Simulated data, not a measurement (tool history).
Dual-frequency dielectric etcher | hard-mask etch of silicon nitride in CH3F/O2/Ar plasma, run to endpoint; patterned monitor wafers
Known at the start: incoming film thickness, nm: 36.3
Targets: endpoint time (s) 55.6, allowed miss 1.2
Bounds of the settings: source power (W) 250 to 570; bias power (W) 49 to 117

run 1 hour=0 | source_power_(W)=410 bias_power_(W)=83 | endpoint_time_(s)=48.267
run 2 hour=7.2 | source_power_(W)=470 bias_power_(W)=83 | endpoint_time_(s)=45.291
run 3 hour=9.1 | source_power_(W)=430 bias_power_(W)=81 | endpoint_time_(s)=47.589
run 4 hour=13.4 | source_power_(W)=490 bias_power_(W)=81 | endpoint_time_(s)=44.92
run 5 hour=14.2 | source_power_(W)=450 bias_power_(W)=79 | endpoint_time_(s)=47.533
run 6 hour=21.2 | source_power_(W)=390 bias_power_(W)=79 | endpoint_time_(s)=50.898
run 7 hour=22.5 | source_power_(W)=370 bias_power_(W)=79 | endpoint_time_(s)=51.866
run 8 hour=30.6 | source_power_(W)=360 bias_power_(W)=79 | endpoint_time_(s)=51.973
run 9 hour=32.8 | source_power_(W)=350 bias_power_(W)=78 | endpoint_time_(s)=53.182

5 next moves are on the table. One of them brings every result within its allowed miss. Which?
run A hour=35 | source_power_(W)=360 bias_power_(W)=80 | endpoint_time_(s)=?
run B hour=35 | source_power_(W)=290 bias_power_(W)=75 | endpoint_time_(s)=?
run C hour=35 | source_power_(W)=330 bias_power_(W)=77 | endpoint_time_(s)=?
run D hour=35 | source_power_(W)=290 bias_power_(W)=77 | endpoint_time_(s)=?
run E hour=35 | source_power_(W)=320 bias_power_(W)=74 | endpoint_time_(s)=?

move=A endpoint_time_(s)=51.829
move=B endpoint_time_(s)=59.209
move=C endpoint_time_(s)=55.043
move=D endpoint_time_(s)=58.286
move=E endpoint_time_(s)=57.125
A: further off than the last run
B: takes the result that was furthest off past its target
C: meets every target
D: takes the result that was furthest off past its target
E: takes the result that was furthest off past its target
Answer: C
